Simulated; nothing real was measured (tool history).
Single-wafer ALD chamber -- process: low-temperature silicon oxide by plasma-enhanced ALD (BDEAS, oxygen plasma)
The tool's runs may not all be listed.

| run | hour | heater temperature setpoint (K) | number of ALD cycles (cycles) | mean film thickness on the monitor wafer (nm) |
|---|---|---|---|---|
| 1 | 0.0 | 388.15 | 48 | 6.3779 |
| 2 | 4.4 | 388.15 | 43 | 5.7414 |
| 3 | 12.2 | 390.15 | 40 | 5.3234 |
| 4 | 15.1 | 390.15 | 44 | 5.8425 |
| 5 | 18.9 | 390.15 | 50 | 6.6160 |
| 6 | 24.1 | 393.15 | 45 | 5.9457 |
| 7 | 26.6 | 393.15 | 41 | 5.4314 |
| 8 | 29.5 | 394.15 | 39 | 5.1463 |
| 9 | 36.8 | 397.15 | 38 | 4.9972 |
| 10 | 37.5 | 399.15 | 37 | 4.8444 |
| 11 | 43.0 | 401.15 | 37 | 4.8017 |

For run 12, what comes out?
| 12 | 51.0 | 402.15 | 37 | ? |

{"run 12": {"mean film thickness on the monitor wafer (nm)": 4.7888}}
